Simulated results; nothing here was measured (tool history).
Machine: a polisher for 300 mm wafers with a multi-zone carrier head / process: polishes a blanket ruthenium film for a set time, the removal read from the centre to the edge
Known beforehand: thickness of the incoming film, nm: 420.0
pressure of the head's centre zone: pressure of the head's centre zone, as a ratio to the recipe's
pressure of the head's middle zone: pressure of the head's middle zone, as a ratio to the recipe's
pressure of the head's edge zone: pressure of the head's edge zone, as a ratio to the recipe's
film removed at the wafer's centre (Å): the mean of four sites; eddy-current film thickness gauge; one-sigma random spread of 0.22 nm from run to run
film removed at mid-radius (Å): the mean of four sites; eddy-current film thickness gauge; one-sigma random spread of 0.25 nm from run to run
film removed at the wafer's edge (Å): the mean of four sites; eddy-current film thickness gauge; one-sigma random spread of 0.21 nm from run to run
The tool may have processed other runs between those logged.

| run | day | flow of slurry (ml/min) | pressure of the head's centre zone | pressure of the head's middle zone | pressure of the head's edge zone | polishing time (s) | film removed at the wafer's centre (Å) | film removed at mid-radius (Å) | film removed at the wafer's edge (Å) |
|---|---|---|---|---|---|---|---|---|---|
| 1 | 0.000 | 130 | 1.00 | 1.00 | 1.00 | 48 | 391.55 | 387.09 | 389.18 |
| 2 | 0.117 | 125 | 0.99 | 0.99 | 0.99 | 47 | 377.15 | 367.60 | 375.44 |
| 3 | 0.358 | 125 | 0.93 | 0.99 | 0.99 | 47 | 349.88 | 375.24 | 371.58 |
| 4 | 0.646 | 125 | 0.93 | 0.99 | 0.99 | 36 | 270.41 | 288.39 | 289.44 |
| 5 | 0.750 | 140 | 0.93 | 0.99 | 0.99 | 36 | 284.82 | 290.30 | 291.47 |
| 6 | 1.050 | 140 | 0.93 | 0.98 | 0.99 | 36 | 280.39 | 292.45 | 286.34 |
| 7 | 1.350 | 140 | 0.93 | 0.97 | 0.99 | 36 | 275.89 | 294.33 | 291.04 |

Estimate the outcome of run 8 from the log above:
| 8 | 1.700 | 140 | 0.94 | 0.96 | 0.99 | 36 | ? | ? | ? |

Run 8 yielded film removed at the wafer's centre (Å) 278.41, film removed at mid-radius (Å) 286.05, film removed at the wafer's edge (Å) 292.32.
